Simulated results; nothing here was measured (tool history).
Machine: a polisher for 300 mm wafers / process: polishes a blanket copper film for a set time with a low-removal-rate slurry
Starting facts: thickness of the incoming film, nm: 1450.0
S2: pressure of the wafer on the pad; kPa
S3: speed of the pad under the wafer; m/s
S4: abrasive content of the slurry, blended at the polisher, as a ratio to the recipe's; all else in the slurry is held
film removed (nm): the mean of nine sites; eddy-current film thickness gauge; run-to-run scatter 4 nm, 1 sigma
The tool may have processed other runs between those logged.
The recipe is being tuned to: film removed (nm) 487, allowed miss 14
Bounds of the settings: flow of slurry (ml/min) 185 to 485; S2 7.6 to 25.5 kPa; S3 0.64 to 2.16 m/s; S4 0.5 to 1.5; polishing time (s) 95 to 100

run 1 hour=0 | flow_of_slurry_(ml/min)=310 S2=16.5 S3=1.4 S4=1 polishing_time_(s)=95 | film_removed_(nm)=301.38
run 2 hour=0.6 | flow_of_slurry_(ml/min)=310 S2=17.9 S3=1.4 S4=1 polishing_time_(s)=95 | film_removed_(nm)=330.99
run 3 hour=2.8 | flow_of_slurry_(ml/min)=310 S2=17.9 S3=1.4 S4=1.1 polishing_time_(s)=95 | film_removed_(nm)=337.46
run 4 hour=10.1 | flow_of_slurry_(ml/min)=310 S2=17.9 S3=1.4 S4=1.1 polishing_time_(s)=100 | film_removed_(nm)=346.18
run 5 hour=15.1 | flow_of_slurry_(ml/min)=370 S2=17.9 S3=1.4 S4=1.1 polishing_time_(s)=100 | film_removed_(nm)=358
run 6 hour=23.8 | flow_of_slurry_(ml/min)=370 S2=18.6 S3=1.4 S4=1.1 polishing_time_(s)=100 | film_removed_(nm)=371.53
run 7 hour=28.5 | flow_of_slurry_(ml/min)=370 S2=19.3 S3=1.4 S4=1.1 polishing_time_(s)=100 | film_removed_(nm)=381.23
run 8 hour=31.3 | flow_of_slurry_(ml/min)=375 S2=23.4 S3=1.42 S4=1.1 polishing_time_(s)=100 | film_removed_(nm)=470.37

Next run, 4 choices. One meets every target within its allowed miss, the rest don't. Which?
run A hour=34.1 | flow_of_slurry_(ml/min)=410 S2=24.8 S3=1.46 S4=1.15 polishing_time_(s)=95 | film_removed_(nm)=?
run B hour=34.1 | flow_of_slurry_(ml/min)=360 S2=24.1 S3=1.4 S4=1.15 polishing_time_(s)=97 | film_removed_(nm)=?
run C hour=34.1 | flow_of_slurry_(ml/min)=285 S2=20 S3=1.6 S4=1.1 polishing_time_(s)=100 | film_removed_(nm)=?
run D hour=34.1 | flow_of_slurry_(ml/min)=310 S2=17.9 S3=1.82 S4=1.1 polishing_time_(s)=100 | film_removed_(nm)=?

move=A film_removed_(nm)=496.48
move=B film_removed_(nm)=468.88
move=C film_removed_(nm)=444.87
move=D film_removed_(nm)=457.39
A: each result inside its tolerance
B: moves away from the targets compared with the last run
C: moves away from the targets compared with the last run
D: moves away from the targets compared with the last run
Answer: A
